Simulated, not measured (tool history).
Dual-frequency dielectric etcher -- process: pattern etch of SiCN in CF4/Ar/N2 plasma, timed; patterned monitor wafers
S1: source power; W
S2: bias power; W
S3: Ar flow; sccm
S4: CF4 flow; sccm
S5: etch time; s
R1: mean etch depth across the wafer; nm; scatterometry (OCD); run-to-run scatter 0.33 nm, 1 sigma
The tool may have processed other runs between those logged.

run,hour,S1,S2,S3,S4,S5,R1
1,0.0,380,66,82,43,127.5,93.027
2,1.6,380,66,96,43,127.5,91.965
3,9.1,380,66,91,43,127.5,92.828
4,13.8,330,59,93,41,127.5,76.130
5,18.2,330,64,93,41,127.5,78.004
6,21.2,330,64,93,41,133.5,82.041
7,26.9,300,60,95,40,133.0,72.116
8,29.5,280,58,96,39,133.0,66.074

Run 9 is up next; what results do you expect?
9,36.3,220,51,99,38,133.0,?

{"run 9": {"R1": 48.013}}

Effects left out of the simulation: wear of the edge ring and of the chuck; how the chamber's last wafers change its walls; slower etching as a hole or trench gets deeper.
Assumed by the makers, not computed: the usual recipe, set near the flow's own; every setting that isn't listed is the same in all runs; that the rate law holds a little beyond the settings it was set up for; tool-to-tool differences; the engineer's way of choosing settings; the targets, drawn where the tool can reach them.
